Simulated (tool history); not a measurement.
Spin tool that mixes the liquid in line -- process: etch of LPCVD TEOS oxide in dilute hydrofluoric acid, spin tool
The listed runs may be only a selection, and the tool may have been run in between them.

| run | hour | temperature setpoint of the liquid (K) | parts of water to one part of 49 % hydrofluoric acid (parts by volume) | time under the liquid (s) | thickness taken off the LPCVD TEOS oxide on a monitor wafer (Å) |
|---|---|---|---|---|---|
| 1 | 0 | 295.15 | 205 | 275 | 644.1 |
| 2 | 6.5 | 297.15 | 185 | 275 | 793.22 |
| 3 | 14 | 298.65 | 175 | 275 | 887.37 |
| 4 | 22.3 | 298.65 | 110 | 275 | 1509.6 |
| 5 | 30.1 | 295.65 | 110 | 275 | 1381 |
| 6 | 30.8 | 295.65 | 85 | 275 | 1817.6 |
| 7 | 32.1 | 294.65 | 95 | 275 | 1555.9 |
| 8 | 37.1 | 293.65 | 100 | 275 | 1392.9 |

Predict the results of run 9:
| 9 | 40.7 | 293.15 | 100 | 275 | ? |

{"run 9": {"thickness taken off the LPCVD TEOS oxide on a monitor wafer (Å)": 1379.8}}

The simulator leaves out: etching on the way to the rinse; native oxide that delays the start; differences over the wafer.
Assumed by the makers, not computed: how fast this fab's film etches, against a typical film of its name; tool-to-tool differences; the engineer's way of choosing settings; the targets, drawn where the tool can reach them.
